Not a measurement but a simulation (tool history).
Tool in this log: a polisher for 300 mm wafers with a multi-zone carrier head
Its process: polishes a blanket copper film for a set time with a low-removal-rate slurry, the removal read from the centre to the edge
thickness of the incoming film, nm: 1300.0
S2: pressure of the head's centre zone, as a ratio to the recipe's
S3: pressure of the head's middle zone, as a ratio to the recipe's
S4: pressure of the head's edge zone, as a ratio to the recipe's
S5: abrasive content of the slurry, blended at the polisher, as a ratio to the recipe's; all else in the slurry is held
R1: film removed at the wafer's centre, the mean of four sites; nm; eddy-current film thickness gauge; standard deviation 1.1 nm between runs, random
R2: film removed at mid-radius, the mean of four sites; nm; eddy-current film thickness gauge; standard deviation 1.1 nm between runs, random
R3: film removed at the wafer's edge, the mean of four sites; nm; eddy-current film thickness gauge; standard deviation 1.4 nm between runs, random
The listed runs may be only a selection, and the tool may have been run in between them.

{"run": 1, "hour": 0.0, "flow of slurry (ml/min)": 265, "S2": 1.0, "S3": 1.0, "S4": 1.0, "S5": 1.0, "polishing time (s)": 74, "R1": 154.36, "R2": 150.39, "R3": 156.49}
{"run": 2, "hour": 6.4, "flow of slurry (ml/min)": 265, "S2": 1.05, "S3": 1.0, "S4": 1.0, "S5": 1.0, "polishing time (s)": 74, "R1": 159.76, "R2": 150.34, "R3": 151.37}
{"run": 3, "hour": 7.2, "flow of slurry (ml/min)": 260, "S2": 1.01, "S3": 0.99, "S4": 0.99, "S5": 0.9, "polishing time (s)": 71, "R1": 142.68, "R2": 139.98, "R3": 140.07}
{"run": 4, "hour": 15.8, "flow of slurry (ml/min)": 260, "S2": 1.01, "S3": 0.99, "S4": 1.08, "S5": 0.9, "polishing time (s)": 71, "R1": 145.01, "R2": 137.68, "R3": 152.3}
{"run": 5, "hour": 17.2, "flow of slurry (ml/min)": 260, "S2": 1.01, "S3": 0.99, "S4": 1.08, "S5": 0.75, "polishing time (s)": 71, "R1": 140.5, "R2": 139.12, "R3": 145.17}
{"run": 6, "hour": 19.6, "flow of slurry (ml/min)": 250, "S2": 0.98, "S3": 0.95, "S4": 1.07, "S5": 0.7, "polishing time (s)": 70, "R1": 131.69, "R2": 128.13, "R3": 144.44}
{"run": 7, "hour": 26.6, "flow of slurry (ml/min)": 245, "S2": 0.96, "S3": 0.93, "S4": 1.04, "S5": 0.65, "polishing time (s)": 69, "R1": 127.47, "R2": 122.44, "R3": 135.28}
{"run": 8, "hour": 34.1, "flow of slurry (ml/min)": 240, "S2": 0.93, "S3": 0.92, "S4": 1.03, "S5": 0.6, "polishing time (s)": 68, "R1": 117.3, "R2": 118.22, "R3": 132.21}
{"run": 9, "hour": 35.6, "flow of slurry (ml/min)": 235, "S2": 0.92, "S3": 0.91, "S4": 1.02, "S5": 0.6, "polishing time (s)": 68, "R1": 120.47, "R2": 116.88, "R3": 132.07}

Predict the results of run 10:
{"run": 10, "hour": 36.8, "flow of slurry (ml/min)": 235, "S2": 0.9, "S3": 0.91, "S4": 1.01, "S5": 0.6, "polishing time (s)": 67, "R1": "?", "R2": "?", "R3": "?"}

{"run 10": {"R1": 112.98, "R2": 114.64, "R3": 131.61}}
